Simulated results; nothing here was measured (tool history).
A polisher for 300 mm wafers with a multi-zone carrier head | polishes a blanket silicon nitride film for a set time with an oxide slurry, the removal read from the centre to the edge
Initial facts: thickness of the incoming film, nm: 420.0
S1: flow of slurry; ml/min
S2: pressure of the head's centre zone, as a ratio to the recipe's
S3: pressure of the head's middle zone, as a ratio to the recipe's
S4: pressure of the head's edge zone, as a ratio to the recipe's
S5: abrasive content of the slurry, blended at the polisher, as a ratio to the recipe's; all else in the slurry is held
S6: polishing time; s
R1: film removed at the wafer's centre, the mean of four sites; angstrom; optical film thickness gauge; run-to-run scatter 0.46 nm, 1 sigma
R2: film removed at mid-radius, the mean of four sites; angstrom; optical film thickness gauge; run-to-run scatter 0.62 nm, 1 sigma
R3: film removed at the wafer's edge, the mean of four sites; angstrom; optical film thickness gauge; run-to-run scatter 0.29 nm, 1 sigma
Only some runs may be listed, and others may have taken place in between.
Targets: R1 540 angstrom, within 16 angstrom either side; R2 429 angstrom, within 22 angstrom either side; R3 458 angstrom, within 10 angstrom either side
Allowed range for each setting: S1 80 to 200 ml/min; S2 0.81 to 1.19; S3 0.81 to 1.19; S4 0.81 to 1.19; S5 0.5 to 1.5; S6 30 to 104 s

Run 1, hour 0: S1 130 ml/min, S2 1, S3 1, S4 1, S5 1, S6 67 s. Result: R1 609.95 angstrom, R2 600.97 angstrom, R3 616.09 angstrom.
Run 2, hour 6.2: S1 130 ml/min, S2 1.08, S3 1, S4 1, S5 1, S6 67 s. Result: R1 660.28 angstrom, R2 629.07 angstrom, R3 614.07 angstrom.
Run 3, hour 8.8: S1 130 ml/min, S2 1.08, S3 1, S4 1, S5 1.1, S6 67 s. Result: R1 689.69 angstrom, R2 651.95 angstrom, R3 642.55 angstrom.
Run 4, hour 17: S1 130 ml/min, S2 1.08, S3 1, S4 1, S5 1, S6 67 s. Result: R1 650.16 angstrom, R2 611.19 angstrom, R3 616.8 angstrom.
Run 5, hour 19.7: S1 155 ml/min, S2 1.08, S3 1, S4 1, S5 1, S6 67 s. Result: R1 678.37 angstrom, R2 647.94 angstrom, R3 630.35 angstrom.
Run 6, hour 25.3: S1 155 ml/min, S2 1.08, S3 1, S4 1, S5 1.1, S6 67 s. Result: R1 728.55 angstrom, R2 669.7 angstrom, R3 655.41 angstrom.
Run 7, hour 25.9: S1 155 ml/min, S2 1.09, S3 0.97, S4 0.99, S5 1.05, S6 66 s. Result: R1 699.64 angstrom, R2 625.14 angstrom, R3 638.1 angstrom.
Run 8, hour 33.7: S1 155 ml/min, S2 1.1, S3 0.96, S4 0.97, S5 1, S6 66 s. Result: R1 682.44 angstrom, R2 610.12 angstrom, R3 617.78 angstrom.
Run 9, hour 40.2: S1 155 ml/min, S2 1.11, S3 0.94, S4 0.95, S5 0.95, S6 65 s. Result: R1 664.84 angstrom, R2 573.93 angstrom, R3 587.88 angstrom.

Exactly one of the 5 candidate moves below puts every result within its allowed miss. Which one?
Run A, hour 46.7: S1 150 ml/min, S2 0.93, S3 0.88, S4 1.07, S5 0.9, S6 93 s. Result: R1 ?, R2 ?, R3 ?.
Run B, hour 46.7: S1 135 ml/min, S2 1.16, S3 0.87, S4 0.89, S5 0.7, S6 62 s. Result: R1 ?, R2 ?, R3 ?.
Run C, hour 46.7: S1 155 ml/min, S2 1.16, S3 1.03, S4 0.9, S5 0.9, S6 55 s. Result: R1 ?, R2 ?, R3 ?.
Run D, hour 46.7: S1 170 ml/min, S2 1.19, S3 0.91, S4 0.89, S5 1, S6 76 s. Result: R1 ?, R2 ?, R3 ?.
Run E, hour 46.7: S1 140 ml/min, S2 0.83, S3 1.19, S4 1.01, S5 0.55, S6 97 s. Result: R1 ?, R2 ?, R3 ?.

move      R1      R2      R3
   A   793.6  764.19     858
   B  549.16  430.98  459.73
   C   576.7  515.23  477.44
   D  874.24  690.24  701.37
   E  556.86  756.46  650.75
A: further off than the last run
B: all results land within tolerance of their targets
C: gains on the last run, yet a result remains outside its allowed miss
D: further off than the last run
E: further off than the last run
The right move is B.
